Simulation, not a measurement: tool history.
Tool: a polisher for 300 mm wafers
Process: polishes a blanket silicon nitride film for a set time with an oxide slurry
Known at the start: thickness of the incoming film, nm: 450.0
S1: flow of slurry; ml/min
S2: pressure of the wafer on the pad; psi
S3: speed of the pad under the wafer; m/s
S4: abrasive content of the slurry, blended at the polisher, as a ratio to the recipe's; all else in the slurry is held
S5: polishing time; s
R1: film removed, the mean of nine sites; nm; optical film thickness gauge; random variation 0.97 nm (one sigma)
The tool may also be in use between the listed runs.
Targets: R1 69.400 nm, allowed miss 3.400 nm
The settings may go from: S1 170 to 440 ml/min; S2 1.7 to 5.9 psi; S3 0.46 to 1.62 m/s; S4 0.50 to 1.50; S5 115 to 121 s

run,hour,S1,S2,S3,S4,S5,R1
1,0.0,280,3.8,1.04,1.00,115,92.176
2,6.4,280,3.8,1.04,1.10,115,97.807
3,15.1,280,4.2,1.04,1.10,115,104.350
4,16.9,350,4.2,1.04,1.10,115,109.070
5,18.2,350,4.2,1.04,0.90,115,100.720
6,23.3,350,4.2,0.80,0.90,115,81.133
7,32.0,350,4.1,0.80,0.90,115,78.136
8,32.7,350,4.0,0.80,0.90,115,77.390
9,40.3,350,3.9,0.80,0.90,115,75.796

Which of these 4 next moves meets every target?
A,47.9,370,2.2,1.28,1.00,121,?
B,47.9,335,4.4,0.76,1.00,117,?
C,47.9,400,4.0,0.86,0.85,116,?
D,47.9,370,3.7,0.94,0.85,120,?

move,R1
A,69.311
B,85.393
C,81.551
D,83.500
A: meets every target
B: further off than the last run
C: further off than the last run
D: further off than the last run
Answer: A

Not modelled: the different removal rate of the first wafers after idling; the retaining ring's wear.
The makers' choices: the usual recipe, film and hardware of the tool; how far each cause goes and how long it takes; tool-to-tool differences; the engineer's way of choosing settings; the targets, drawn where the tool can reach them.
